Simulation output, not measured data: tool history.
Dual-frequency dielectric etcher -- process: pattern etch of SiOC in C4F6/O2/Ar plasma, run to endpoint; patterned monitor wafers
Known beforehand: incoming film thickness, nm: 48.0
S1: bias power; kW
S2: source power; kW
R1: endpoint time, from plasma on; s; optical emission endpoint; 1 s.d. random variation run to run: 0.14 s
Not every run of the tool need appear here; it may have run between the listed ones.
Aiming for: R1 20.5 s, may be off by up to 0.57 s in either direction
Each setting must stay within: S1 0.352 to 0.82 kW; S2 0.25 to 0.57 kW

run	hour	S1	S2	R1
1	0	0.586	0.41	16.632
2	1.4	0.586	0.43	16.36
3	3.7	0.55	0.41	16.979
4	6.8	0.55	0.37	17.494
5	13.5	0.521	0.36	18.333
6	15.2	0.564	0.36	17.813
7	22.3	0.539	0.35	18.144
8	29.3	0.516	0.34	18.708
9	31.1	0.499	0.34	18.804
10	34.4	0.382	0.3	22.015
11	37.7	0.393	0.3	21.592
12	42.5	0.402	0.3	21.469
13	47	0.41	0.3	21.167

Consider the 5 candidate settings below. Which is the only one whose results all fall within their allowed miss of target?
A	51.5	0.412	0.28	?
B	51.5	0.487	0.29	?
C	51.5	0.386	0.29	?
D	51.5	0.352	0.32	?
E	51.5	0.391	0.28	?

move	R1
A	21.986
B	20.439
C	22.154
D	21.931
E	22.383
A: its largest miss is bigger than the last run's
B: every result within its allowed miss
C: its largest miss is bigger than the last run's
D: its largest miss is bigger than the last run's
E: its largest miss is bigger than the last run's
The right move is B.

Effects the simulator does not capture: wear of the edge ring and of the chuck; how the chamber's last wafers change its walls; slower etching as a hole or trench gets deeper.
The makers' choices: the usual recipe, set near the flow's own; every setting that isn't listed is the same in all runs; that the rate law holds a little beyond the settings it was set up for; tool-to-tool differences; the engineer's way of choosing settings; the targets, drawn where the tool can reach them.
